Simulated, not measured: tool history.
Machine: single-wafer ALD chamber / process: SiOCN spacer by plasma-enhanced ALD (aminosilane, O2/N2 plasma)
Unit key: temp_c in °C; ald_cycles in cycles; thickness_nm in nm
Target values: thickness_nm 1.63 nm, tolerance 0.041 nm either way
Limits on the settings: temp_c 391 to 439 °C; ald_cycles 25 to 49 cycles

| run | hour | temp_c | ald_cycles | thickness_nm |
|---|---|---|---|---|
| 1 | 0 | 415 | 37 | 2.0469 |
| 2 | 6.8 | 416 | 36 | 1.9746 |
| 3 | 8.8 | 416 | 39 | 2.1455 |
| 4 | 14.9 | 420 | 39 | 2.1179 |
| 5 | 22.9 | 425 | 39 | 2.0668 |
| 6 | 30.5 | 426 | 38 | 2.0312 |
| 7 | 37.6 | 427 | 37 | 1.9602 |
| 8 | 45.5 | 428 | 36 | 1.9197 |
| 9 | 47.8 | 429 | 35 | 1.835 |
| 10 | 48.8 | 430 | 34 | 1.7832 |
| 11 | 49.9 | 431 | 34 | 1.7841 |
| 12 | 54.2 | 432 | 34 | 1.7657 |
| 13 | 59.4 | 433 | 34 | 1.7555 |
| 14 | 66.9 | 434 | 34 | 1.7676 |

Which of these 5 next moves meets every target?
| A | 74.4 | 425 | 36 | ? |
| B | 74.4 | 432 | 33 | ? |
| C | 74.4 | 438 | 32 | ? |
| D | 74.4 | 439 | 34 | ? |
| E | 74.4 | 435 | 40 | ? |

| move | thickness_nm |
|---|---|
| A | 1.9241 |
| B | 1.7219 |
| C | 1.6349 |
| D | 1.7309 |
| E | 2.0654 |
A: lands further from the targets than the last run did
B: gains on the last run, yet a result remains outside its allowed miss
C: hits every target within its allowed miss
D: gains on the last run, yet a result remains outside its allowed miss
E: lands further from the targets than the last run did
C is the move that brings every result within its allowed miss.
